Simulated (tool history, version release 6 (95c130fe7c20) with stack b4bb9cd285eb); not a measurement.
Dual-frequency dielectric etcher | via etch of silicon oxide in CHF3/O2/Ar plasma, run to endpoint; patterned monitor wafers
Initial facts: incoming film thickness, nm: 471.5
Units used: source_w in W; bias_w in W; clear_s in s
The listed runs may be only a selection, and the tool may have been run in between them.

run	hour	source_w	bias_w	clear_s
1	0.0	470	124	306.58
2	3.7	470	138	295.81
3	11.5	550	138	276.71
4	13.5	550	147	272.51
5	18.4	460	123	310.04
6	27.0	540	123	290.08
7	28.6	450	108	327.65
8	35.9	400	101	356.41
9	40.3	370	100	369.42

Expected results for the next run?
10	47.9	350	99	?

clear_s: 380.20 s
